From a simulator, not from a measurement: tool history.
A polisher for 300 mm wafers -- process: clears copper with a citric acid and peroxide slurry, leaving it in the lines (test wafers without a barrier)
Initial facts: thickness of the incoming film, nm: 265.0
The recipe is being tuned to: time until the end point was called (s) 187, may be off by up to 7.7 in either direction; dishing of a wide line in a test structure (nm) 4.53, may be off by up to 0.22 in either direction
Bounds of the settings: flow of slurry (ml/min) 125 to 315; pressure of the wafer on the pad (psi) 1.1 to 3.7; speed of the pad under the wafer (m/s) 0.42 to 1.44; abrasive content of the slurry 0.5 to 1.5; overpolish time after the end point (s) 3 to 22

| run | hour | flow of slurry (ml/min) | pressure of the wafer on the pad (psi) | speed of the pad under the wafer (m/s) | abrasive content of the slurry | overpolish time after the end point (s) | time until the end point was called (s) | dishing of a wide line in a test structure (nm) |
|---|---|---|---|---|---|---|---|---|
| 1 | 0 | 205 | 2.4 | 0.92 | 1 | 11 | 157.82 | 14.786 |
| 2 | 2.8 | 205 | 2.3 | 0.92 | 1 | 10 | 160.77 | 12.8 |
| 3 | 4.9 | 205 | 2.1 | 0.94 | 1 | 9 | 173.22 | 10.721 |
| 4 | 12.8 | 205 | 2 | 0.98 | 1 | 8 | 175.36 | 9.6242 |
| 5 | 16.4 | 185 | 2 | 0.98 | 1 | 8 | 175.37 | 9.3392 |
| 6 | 18.7 | 185 | 2 | 1.1 | 1 | 8 | 156.76 | 10.624 |
| 7 | 20 | 175 | 1.9 | 1.12 | 1.05 | 7 | 162.94 | 8.8987 |
| 8 | 21.4 | 170 | 1.8 | 1.12 | 1.1 | 6 | 168.15 | 7.3429 |
| 9 | 24.3 | 170 | 1.7 | 1.12 | 1.15 | 6 | 177.94 | 7.0993 |
| 10 | 29.8 | 165 | 1.7 | 1.12 | 1.2 | 6 | 176.27 | 7.0111 |
| 11 | 34.2 | 160 | 1.7 | 1.12 | 1.25 | 6 | 177.38 | 7.1894 |
| 12 | 40.4 | 155 | 1.6 | 1.14 | 1.2 | 6 | 183.34 | 6.7556 |
| 13 | 43 | 150 | 1.6 | 1.16 | 1.25 | 6 | 177.97 | 6.8994 |
| 14 | 45.3 | 145 | 1.6 | 1.18 | 1.25 | 6 | 177.67 | 7.1457 |
|  | 52.2 | slurry blender recalibrated |
| 15 | 52.2 | 200 | 1.1 | 1.1 | 1.4 | 3 | 234.31 | 2.6419 |
| 16 | 60.8 | 145 | 1.7 | 1.1 | 1.35 | 3 | 163.01 | 3.7724 |
| 17 | 65.1 | 145 | 1.7 | 1.1 | 1.35 | 3 | 167.32 | 3.9019 |
| 18 | 65.9 | 145 | 1.7 | 1.1 | 1.3 | 3 | 165.3 | 3.8809 |
| 19 | 68.8 | 145 | 1.7 | 1.1 | 1.25 | 3 | 169.14 | 3.7306 |
| 20 | 71 | 150 | 1.3 | 1.1 | 1.35 | 7 | 210.98 | 6.7168 |
| 21 | 77.5 | 150 | 1.4 | 1.08 | 1.35 | 7 | 199.18 | 7.0455 |
| 22 | 85 | 155 | 1.4 | 1.06 | 1.35 | 7 | 206.01 | 7.1689 |
| 23 | 86.2 | 160 | 1.4 | 1.04 | 1.35 | 7 | 206.62 | 7.04 |
| 24 | 88.1 | 165 | 1.4 | 1.02 | 1.35 | 7 | 212.83 | 6.9117 |
| 25 | 89.5 | 170 | 1.4 | 1 | 1.35 | 7 | 213.02 | 6.8584 |
| 26 | 96.6 | 175 | 1.4 | 0.98 | 1.35 | 7 | 217.52 | 6.6899 |
| 27 | 97.5 | 175 | 1.4 | 0.98 | 1.35 | 7 | 213.98 | 6.7242 |

Exactly one of the 4 candidate moves below puts every result within its allowed miss. Which one?
| A | 98.4 | 130 | 1.9 | 0.86 | 1.4 | 4 | ? | ? |
| B | 98.4 | 150 | 1.6 | 0.84 | 1.35 | 9 | ? | ? |
| C | 98.4 | 190 | 1.1 | 1.12 | 1.5 | 14 | ? | ? |
| D | 98.4 | 155 | 2.1 | 0.74 | 1.35 | 5 | ? | ? |

| move | time until the end point was called (s) | dishing of a wide line in a test structure (nm) |
|---|---|---|
| A | 190.62 | 4.3779 |
| B | 226.27 | 8.1409 |
| C | 232.47 | 11.961 |
| D | 196.13 | 5.3027 |
A: all results in spec
B: its largest miss is bigger than the last run's
C: its largest miss is bigger than the last run's
D: better than the last run, though not everything is in spec
The right move is A.
